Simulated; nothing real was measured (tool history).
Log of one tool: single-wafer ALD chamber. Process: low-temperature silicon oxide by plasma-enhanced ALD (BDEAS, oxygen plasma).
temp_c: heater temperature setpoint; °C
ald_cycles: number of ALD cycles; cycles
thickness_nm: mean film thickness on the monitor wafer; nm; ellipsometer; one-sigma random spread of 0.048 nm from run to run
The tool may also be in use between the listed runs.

run	day	temp_c	ald_cycles	thickness_nm
1	0.000	90	67	11.615
2	0.242	90	72	12.407
3	0.492	90	64	11.081
4	0.638	90	59	10.206
5	0.992	90	68	11.656
6	1.033	83	68	11.877
7	1.338	83	68	11.957
8	1.517	86	64	11.169

What does the tool deliver on the next run?
9	1.725	88	61	?

{"run 9": {"thickness_nm": 10.598}}
